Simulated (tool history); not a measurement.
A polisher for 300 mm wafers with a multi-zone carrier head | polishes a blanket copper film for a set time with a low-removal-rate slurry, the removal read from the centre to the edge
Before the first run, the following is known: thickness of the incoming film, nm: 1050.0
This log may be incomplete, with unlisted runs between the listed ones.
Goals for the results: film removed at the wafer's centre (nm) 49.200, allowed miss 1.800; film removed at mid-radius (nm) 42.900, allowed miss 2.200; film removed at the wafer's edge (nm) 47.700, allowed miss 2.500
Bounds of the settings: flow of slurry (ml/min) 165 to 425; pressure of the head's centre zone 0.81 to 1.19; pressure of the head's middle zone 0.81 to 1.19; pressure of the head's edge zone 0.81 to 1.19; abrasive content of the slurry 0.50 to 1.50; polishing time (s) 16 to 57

run	day	flow of slurry (ml/min)	pressure of the head's centre zone	pressure of the head's middle zone	pressure of the head's edge zone	abrasive content of the slurry	polishing time (s)	film removed at the wafer's centre (nm)	film removed at mid-radius (nm)	film removed at the wafer's edge (nm)
1	0.000	275	1.00	1.00	1.00	1.00	36	53.600	57.660	56.616
2	0.283	275	1.00	0.95	1.00	1.00	36	55.150	53.887	57.491
3	0.321	275	1.00	0.94	0.98	0.90	36	52.212	53.044	54.857
4	0.575	275	1.06	0.94	0.98	0.90	36	57.409	53.325	55.357
5	0.808	275	1.06	0.94	0.95	0.90	36	57.372	53.304	56.230
# day 0.950: slurry nozzle cleaned
6	0.950	275	1.06	0.92	0.95	0.85	35	59.867	52.777	55.706
7	1.038	275	1.06	0.92	0.95	0.85	35	58.803	53.789	56.023
8	1.062	270	1.06	0.91	0.96	0.85	34	57.945	51.165	56.342
9	1.346	275	1.06	0.91	0.95	0.85	32	54.318	50.588	49.171
10	1.462	260	1.05	0.89	0.97	0.85	31	52.155	46.373	50.411
11	1.638	260	1.05	0.89	0.97	0.85	31	52.625	46.679	49.082
12	1.842	260	1.05	0.89	0.97	0.85	31	53.380	46.148	48.528
13	1.862	255	1.04	0.89	0.98	0.85	31	50.298	46.815	50.057
14	2.071	255	1.04	0.88	0.98	0.85	31	51.252	45.453	50.195
15	2.404	255	1.04	0.88	0.98	0.85	31	51.261	46.378	48.978
16	2.488	250	1.04	0.87	0.99	0.85	31	51.890	46.619	51.394

Which single option among these 5 for the next run brings every result within its allowed miss of target? Just one does.
A	2.571	340	1.01	0.85	0.92	0.80	30	?	?	?
B	2.571	305	1.10	1.07	0.93	0.95	28	?	?	?
C	2.571	235	0.94	0.96	0.95	0.60	35	?	?	?
D	2.571	300	1.05	0.91	0.89	0.75	34	?	?	?
E	2.571	315	1.01	0.98	1.12	0.75	30	?	?	?

move	film removed at the wafer's centre (nm)	film removed at mid-radius (nm)	film removed at the wafer's edge (nm)
A	49.451	43.830	46.881
B	51.576	50.605	45.056
C	48.422	51.139	50.725
D	56.777	51.167	51.130
E	48.465	48.202	50.555
A: every result lands within tolerance
B: further off than the last run
C: further off than the last run
D: further off than the last run
E: further off than the last run
So the answer is move A, the one that meets all the targets.

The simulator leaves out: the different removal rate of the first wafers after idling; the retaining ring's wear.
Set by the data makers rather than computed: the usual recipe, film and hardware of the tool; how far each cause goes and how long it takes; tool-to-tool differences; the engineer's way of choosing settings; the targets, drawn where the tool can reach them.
